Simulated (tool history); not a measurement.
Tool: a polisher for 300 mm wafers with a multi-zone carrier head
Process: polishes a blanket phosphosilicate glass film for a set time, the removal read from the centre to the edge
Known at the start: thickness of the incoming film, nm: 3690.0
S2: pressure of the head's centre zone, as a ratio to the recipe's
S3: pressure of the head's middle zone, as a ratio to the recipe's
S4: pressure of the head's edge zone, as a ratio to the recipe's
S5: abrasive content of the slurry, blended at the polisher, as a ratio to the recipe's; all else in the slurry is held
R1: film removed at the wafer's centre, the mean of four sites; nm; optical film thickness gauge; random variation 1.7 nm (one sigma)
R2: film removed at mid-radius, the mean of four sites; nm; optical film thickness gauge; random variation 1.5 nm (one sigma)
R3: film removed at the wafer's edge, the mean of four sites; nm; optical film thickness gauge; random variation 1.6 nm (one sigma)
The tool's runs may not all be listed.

{"run": 1, "day": 0.0, "flow of slurry (ml/min)": 245, "S2": 1, "S3": 1, "S4": 1, "S5": 1, "polishing time (s)": 42, "R1": 293.85, "R2": 286.45, "R3": 293.74}
{"run": 2, "day": 0.179, "flow of slurry (ml/min)": 245, "S2": 1.01, "S3": 1, "S4": 0.98, "S5": 0.95, "polishing time (s)": 42, "R1": 290.22, "R2": 280.67, "R3": 283.49}
{"run": 3, "day": 0.379, "flow of slurry (ml/min)": 240, "S2": 1.02, "S3": 1, "S4": 0.96, "S5": 0.9, "polishing time (s)": 42, "R1": 285.67, "R2": 273.33, "R3": 276.1}
{"run": 4, "day": 0.538, "flow of slurry (ml/min)": 240, "S2": 1.03, "S3": 1, "S4": 0.94, "S5": 0.85, "polishing time (s)": 42, "R1": 281.51, "R2": 264.42, "R3": 264.13}
{"run": 5, "day": 0.638, "flow of slurry (ml/min)": 235, "S2": 1.04, "S3": 1, "S4": 0.92, "S5": 0.85, "polishing time (s)": 42, "R1": 285.01, "R2": 268.49, "R3": 261.9}
{"run": 6, "day": 0.838, "flow of slurry (ml/min)": 235, "S2": 1.04, "S3": 1, "S4": 0.92, "S5": 0.85, "polishing time (s)": 46, "R1": 309.76, "R2": 292.44, "R3": 292.4}
{"run": 7, "day": 0.879, "flow of slurry (ml/min)": 245, "S2": 1.05, "S3": 1, "S4": 0.91, "S5": 0.8, "polishing time (s)": 46, "R1": 308.19, "R2": 284.7, "R3": 280.19}
{"run": 8, "day": 0.95, "flow of slurry (ml/min)": 255, "S2": 1.05, "S3": 1, "S4": 0.9, "S5": 0.75, "polishing time (s)": 46, "R1": 298.6, "R2": 281.29, "R3": 272.87}
{"run": 9, "day": 1.046, "flow of slurry (ml/min)": 260, "S2": 1.06, "S3": 1, "S4": 0.89, "S5": 0.7, "polishing time (s)": 46, "R1": 294.37, "R2": 272.72, "R3": 265.07}
{"run": 10, "day": 1.283, "flow of slurry (ml/min)": 220, "S2": 1.1, "S3": 1.02, "S4": 0.81, "S5": 0.5, "polishing time (s)": 46, "R1": 262.17, "R2": 236.66, "R3": 219.26}
{"run": 11, "day": 1.604, "flow of slurry (ml/min)": 225, "S2": 1.1, "S3": 1.02, "S4": 0.81, "S5": 0.5, "polishing time (s)": 46, "R1": 260.18, "R2": 237.01, "R3": 217.38}
{"run": 12, "day": 1.921, "flow of slurry (ml/min)": 230, "S2": 1.1, "S3": 1.02, "S4": 0.81, "S5": 0.5, "polishing time (s)": 46, "R1": 261.45, "R2": 234.81, "R3": 219.71}
{"day": 2.254, "done": "slurry nozzle cleaned"}
{"run": 13, "day": 2.254, "flow of slurry (ml/min)": 275, "S2": 1.11, "S3": 1.05, "S4": 0.83, "S5": 0.5, "polishing time (s)": 46, "R1": 271.93, "R2": 250.17, "R3": 228.43}

Forecast run 14:
{"run": 14, "day": 2.571, "flow of slurry (ml/min)": 270, "S2": 1.11, "S3": 1.05, "S4": 0.83, "S5": 0.5, "polishing time (s)": 46, "R1": "?", "R2": "?", "R3": "?"}

Run 14 gave R1 270.17 nm, R2 250.62 nm, R3 224.81 nm.
